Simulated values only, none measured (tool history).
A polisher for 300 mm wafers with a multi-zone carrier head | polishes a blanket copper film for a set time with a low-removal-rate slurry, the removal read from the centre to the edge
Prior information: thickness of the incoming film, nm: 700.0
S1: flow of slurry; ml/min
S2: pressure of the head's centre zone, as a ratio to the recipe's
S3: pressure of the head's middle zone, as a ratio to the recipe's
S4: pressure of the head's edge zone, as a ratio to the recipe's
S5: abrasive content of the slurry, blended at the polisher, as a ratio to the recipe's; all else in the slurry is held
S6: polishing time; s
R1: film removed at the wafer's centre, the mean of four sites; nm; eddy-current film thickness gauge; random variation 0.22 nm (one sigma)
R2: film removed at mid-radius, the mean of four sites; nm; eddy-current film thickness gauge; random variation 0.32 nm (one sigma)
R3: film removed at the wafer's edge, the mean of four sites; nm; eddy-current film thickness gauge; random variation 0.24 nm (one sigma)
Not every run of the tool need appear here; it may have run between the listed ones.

run	hour	S1	S2	S3	S4	S5	S6	R1	R2	R3
1	0.0	135	1.00	1.00	1.00	1.00	36	60.691	62.548	63.174
2	4.5	130	0.98	0.98	0.97	0.90	34	54.504	55.400	56.813
3	10.1	125	0.96	0.97	0.94	0.85	33	51.360	52.239	53.751
4	12.6	120	0.94	0.97	0.92	0.80	32	47.509	50.165	50.395
5	19.9	100	0.94	0.97	0.92	0.80	32	45.577	48.355	49.645
6	26.0	100	0.93	0.96	0.90	0.75	31	43.262	45.301	46.689

Forecast run 7:
7	28.3	95	0.84	0.92	0.81	0.50	27	?	?	?

R1: 30.561 nm
R2: 34.653 nm
R3: 34.822 nm
